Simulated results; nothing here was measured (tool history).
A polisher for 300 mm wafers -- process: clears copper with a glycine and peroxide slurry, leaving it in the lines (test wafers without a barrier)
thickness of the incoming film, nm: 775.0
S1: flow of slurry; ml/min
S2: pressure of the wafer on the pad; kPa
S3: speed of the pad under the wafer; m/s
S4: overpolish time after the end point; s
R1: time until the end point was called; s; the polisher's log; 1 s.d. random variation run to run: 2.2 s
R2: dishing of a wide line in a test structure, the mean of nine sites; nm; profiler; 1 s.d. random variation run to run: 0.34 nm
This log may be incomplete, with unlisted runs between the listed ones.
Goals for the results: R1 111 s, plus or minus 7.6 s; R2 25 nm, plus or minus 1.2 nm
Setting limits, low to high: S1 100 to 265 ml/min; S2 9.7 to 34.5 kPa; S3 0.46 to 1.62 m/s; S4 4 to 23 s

run	hour	S1	S2	S3	S4	R1	R2
1	0	170	22.1	1.04	12	136.62	55.838
2	7.3	165	20.7	1.08	11	141.93	50.38
3	14.2	165	25.5	1.08	11	118.24	60.903
4	16.3	130	25.5	1.08	11	121.09	58.764
5	17.4	130	25.5	1.08	8	122.08	44.545
6	24.3	130	25.5	1.08	13	122.45	68.156
7	30.4	125	24.1	1.14	12	119.82	62.435
8	36.6	120	22.1	1.22	11	125.43	55.846
9	38.4	115	21.4	1.24	10	130.55	52.513
10	47	135	23.4	1.12	9	123.67	47.831

Next run, 4 choices. One meets every target within its allowed miss, the rest don't. Which?
A	55.6	150	24.8	1.22	4	?	?
B	55.6	160	20	1.04	4	?	?
C	55.6	120	26.9	1.34	15	?	?
D	55.6	125	26.9	1.14	16	?	?

move	R1	R2
A	109.96	25.457
B	150.98	18.786
C	96.196	92.24
D	110.66	87.148
A: each result inside its tolerance
B: takes the biggest miss from the last run beyond its target
C: lands further from the targets than the last run did
D: lands further from the targets than the last run did
A is the move that brings every result within its allowed miss.
